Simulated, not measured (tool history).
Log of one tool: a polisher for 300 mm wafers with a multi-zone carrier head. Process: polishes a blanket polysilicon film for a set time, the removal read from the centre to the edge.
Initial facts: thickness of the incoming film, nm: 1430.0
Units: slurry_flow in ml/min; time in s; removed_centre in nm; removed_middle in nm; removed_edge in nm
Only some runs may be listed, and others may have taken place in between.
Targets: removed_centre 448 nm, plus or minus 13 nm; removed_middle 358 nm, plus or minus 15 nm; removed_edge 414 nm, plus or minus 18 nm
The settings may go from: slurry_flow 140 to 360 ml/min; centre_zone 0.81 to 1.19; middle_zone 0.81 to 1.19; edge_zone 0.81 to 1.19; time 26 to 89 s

| run | hour | slurry_flow | centre_zone | middle_zone | edge_zone | time | removed_centre | removed_middle | removed_edge |
|---|---|---|---|---|---|---|---|---|---|
| 1 | 0 | 230 | 1 | 1 | 1 | 57 | 363.11 | 359.16 | 359.49 |
| 2 | 5 | 230 | 1 | 0.95 | 1 | 57 | 367.58 | 331.39 | 367.61 |
| 3 | 8.2 | 235 | 1.02 | 0.95 | 1.01 | 57 | 372.45 | 332.8 | 364.11 |
| 4 | 13.5 | 240 | 1.03 | 0.95 | 1.02 | 58 | 382.73 | 343.2 | 382.57 |
| 5 | 20.4 | 245 | 1.05 | 0.95 | 1.02 | 58 | 389.58 | 342.92 | 381.63 |
| 6 | 27.9 | 250 | 1.07 | 0.95 | 1.02 | 58 | 399.77 | 340.53 | 383.89 |
| 7 | 32.3 | 255 | 1.08 | 0.95 | 1.03 | 58 | 407.66 | 345.27 | 379.61 |
| 8 | 33.7 | 260 | 1.09 | 0.95 | 1.04 | 58 | 410.22 | 333.47 | 377.23 |
| 9 | 35.5 | 260 | 1.09 | 0.95 | 1.04 | 59 | 413.34 | 351.99 | 397.61 |
| 10 | 39.6 | 265 | 1.1 | 0.95 | 1.04 | 59 | 424.7 | 343.85 | 385.45 |

4 next moves are on the table. One of them brings every result within its allowed miss. Which?
| A | 43.7 | 265 | 1.14 | 1.08 | 1.18 | 57 | ? | ? | ? |
| B | 43.7 | 210 | 0.99 | 0.82 | 1.13 | 65 | ? | ? | ? |
| C | 43.7 | 275 | 1.19 | 1 | 1.19 | 58 | ? | ? | ? |
| D | 43.7 | 250 | 1.15 | 0.83 | 1.07 | 62 | ? | ? | ? |

| move | removed_centre | removed_middle | removed_edge |
|---|---|---|---|
| A | 416.29 | 380.45 | 400.03 |
| B | 402.54 | 338.47 | 441.28 |
| C | 443.47 | 363.58 | 410.18 |
| D | 453.68 | 330.52 | 413.83 |
A: moves away from the targets compared with the last run
B: moves away from the targets compared with the last run
C: in spec on every target
D: brings the result that was furthest off to its target, and leaves another outside
The move that meets every target is C.
